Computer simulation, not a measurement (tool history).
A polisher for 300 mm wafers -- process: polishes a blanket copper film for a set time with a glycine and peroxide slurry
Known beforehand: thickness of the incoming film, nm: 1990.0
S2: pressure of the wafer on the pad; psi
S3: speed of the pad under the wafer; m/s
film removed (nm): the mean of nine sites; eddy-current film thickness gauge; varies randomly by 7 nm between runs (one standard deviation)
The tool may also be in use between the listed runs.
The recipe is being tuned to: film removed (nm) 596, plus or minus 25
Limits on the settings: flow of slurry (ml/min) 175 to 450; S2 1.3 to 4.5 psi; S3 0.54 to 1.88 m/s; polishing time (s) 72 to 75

Run 1, hour 0: flow of slurry (ml/min) 290, S2 2.9 psi, S3 1.2 m/s, polishing time (s) 72. Result: film removed (nm) 465.23.
Run 2, hour 8.1: flow of slurry (ml/min) 245, S2 2.9 psi, S3 1.2 m/s, polishing time (s) 72. Result: film removed (nm) 481.87.
Run 3, hour 12.9: flow of slurry (ml/min) 175, S2 2.9 psi, S3 1.2 m/s, polishing time (s) 72. Result: film removed (nm) 458.53.
Run 4, hour 13.9: flow of slurry (ml/min) 235, S2 2.9 psi, S3 1.2 m/s, polishing time (s) 72. Result: film removed (nm) 467.92.
Run 5, hour 14.5: flow of slurry (ml/min) 300, S2 2.9 psi, S3 1.2 m/s, polishing time (s) 72. Result: film removed (nm) 475.83.
Run 6, hour 20.3: flow of slurry (ml/min) 265, S2 2.9 psi, S3 1.2 m/s, polishing time (s) 72. Result: film removed (nm) 478.9.
Run 7, hour 24.4: flow of slurry (ml/min) 265, S2 3 psi, S3 1.2 m/s, polishing time (s) 72. Result: film removed (nm) 486.12.
Run 8, hour 25.7: flow of slurry (ml/min) 265, S2 3.1 psi, S3 1.2 m/s, polishing time (s) 72. Result: film removed (nm) 499.12.
Run 9, hour 27.7: flow of slurry (ml/min) 265, S2 3.2 psi, S3 1.2 m/s, polishing time (s) 72. Result: film removed (nm) 507.79.
Run 10, hour 29.9: flow of slurry (ml/min) 265, S2 3.3 psi, S3 1.2 m/s, polishing time (s) 72. Result: film removed (nm) 531.57.
Run 11, hour 33: flow of slurry (ml/min) 265, S2 3.3 psi, S3 1.2 m/s, polishing time (s) 72. Result: film removed (nm) 528.48.
Run 12, hour 41.7: flow of slurry (ml/min) 265, S2 3.4 psi, S3 1.2 m/s, polishing time (s) 72. Result: film removed (nm) 530.6.
Run 13, hour 47: flow of slurry (ml/min) 265, S2 3.5 psi, S3 1.2 m/s, polishing time (s) 72. Result: film removed (nm) 546.27.

Which of these 5 next moves meets every target?
Run A, hour 52.3: flow of slurry (ml/min) 305, S2 3.8 psi, S3 1.28 m/s, polishing time (s) 75. Result: film removed (nm) ?.
Run B, hour 52.3: flow of slurry (ml/min) 250, S2 3.5 psi, S3 1.32 m/s, polishing time (s) 72. Result: film removed (nm) ?.
Run C, hour 52.3: flow of slurry (ml/min) 240, S2 3.8 psi, S3 1.32 m/s, polishing time (s) 75. Result: film removed (nm) ?.
Run D, hour 52.3: flow of slurry (ml/min) 300, S2 3.7 psi, S3 1.28 m/s, polishing time (s) 75. Result: film removed (nm) ?.
Run E, hour 52.3: flow of slurry (ml/min) 175, S2 3.6 psi, S3 1.4 m/s, polishing time (s) 75. Result: film removed (nm) ?.

move  film removed (nm)
   A             654.68
   B             595.37
   C             660.74
   D             639.91
   E             648.35
A: carries the result that was furthest off beyond its target, to the other side
B: every result within its allowed miss
C: carries the result that was furthest off beyond its target, to the other side
D: carries the result that was furthest off beyond its target, to the other side
E: carries the result that was furthest off beyond its target, to the other side
The move that meets every target is B.

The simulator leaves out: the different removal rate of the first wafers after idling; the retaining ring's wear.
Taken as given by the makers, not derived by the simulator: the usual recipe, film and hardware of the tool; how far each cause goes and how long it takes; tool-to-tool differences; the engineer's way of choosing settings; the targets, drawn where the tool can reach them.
